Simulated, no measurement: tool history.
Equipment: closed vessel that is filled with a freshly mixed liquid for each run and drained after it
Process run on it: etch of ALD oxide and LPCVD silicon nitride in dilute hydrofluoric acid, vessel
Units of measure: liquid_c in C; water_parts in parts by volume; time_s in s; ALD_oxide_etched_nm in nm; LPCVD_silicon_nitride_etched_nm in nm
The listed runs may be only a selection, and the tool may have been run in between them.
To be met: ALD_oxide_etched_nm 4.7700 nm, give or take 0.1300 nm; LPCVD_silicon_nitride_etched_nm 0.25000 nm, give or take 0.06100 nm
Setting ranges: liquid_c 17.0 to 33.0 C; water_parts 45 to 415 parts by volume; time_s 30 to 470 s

run,hour,liquid_c,water_parts,time_s,ALD_oxide_etched_nm,LPCVD_silicon_nitride_etched_nm
1,0.0,25.0,230,240,12.0570,0.66956
2,4.7,22.5,270,240,8.9820,0.42077
3,13.2,22.5,315,240,7.3792,0.33947
4,20.6,22.5,315,310,9.4746,0.45375
5,21.2,22.5,240,310,13.4620,0.58290
6,22.2,24.5,240,310,14.5360,0.71934
7,27.6,23.5,295,295,10.2380,0.55849
8,34.1,23.5,295,295,10.1820,0.60421
9,42.9,22.5,335,290,8.2214,0.43727
10,51.7,22.5,415,240,5.1339,0.26585

5 candidate next runs follow, results not yet known. Just one meets every target within its allowed miss. Identify it.
A,60.5,20.5,385,235,?,?
B,60.5,21.0,380,210,?,?
C,60.5,20.5,400,245,?,?
D,60.5,28.0,400,210,?,?
E,60.5,18.0,310,205,?,?

move,ALD_oxide_etched_nm,LPCVD_silicon_nitride_etched_nm
A,5.2045,0.25576
B,4.8148,0.23869
C,5.1572,0.25697
D,5.6510,0.34284
E,5.4911,0.23460
A: lands further from the targets than the last run did
B: each result inside its tolerance
C: lands further from the targets than the last run did
D: lands further from the targets than the last run did
E: lands further from the targets than the last run did
Correct choice: B, which meets every target
